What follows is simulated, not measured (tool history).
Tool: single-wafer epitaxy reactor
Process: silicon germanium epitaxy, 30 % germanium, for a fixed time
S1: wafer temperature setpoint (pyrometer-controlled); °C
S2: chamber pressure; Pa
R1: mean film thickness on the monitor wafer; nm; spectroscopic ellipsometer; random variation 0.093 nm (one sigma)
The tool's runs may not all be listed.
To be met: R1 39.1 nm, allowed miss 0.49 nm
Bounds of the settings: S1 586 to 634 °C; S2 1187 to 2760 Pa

run  hour   S1    S2      R1
  1     0  610  1973  65.194
  2   1.9  604  1880   56.41
  3   6.6  604  1680  53.495
  4   7.4  600  1680  49.034
  5  10.6  597  1680  46.089
  6  17.6  597  1960  49.612
  7  18.4  594  1947  46.648
  8  24.9  594  1947  46.628
  9  30.4  592  1933  44.423
 10  31.2  591  1933  43.668

Which of these 4 next moves meets every target?
  A    32  587  2000   ?
  B    32  586  1960   ?
  C    32  587  1733   ?
  D    32  588  1893   ?

move      R1
   A  40.592
   B   39.35
   C  37.947
   D  40.429
A: nearer than the last run, and not there yet
B: meets every target
C: takes the result that was furthest off past its target
D: nearer than the last run, and not there yet
Move B is the one to make.
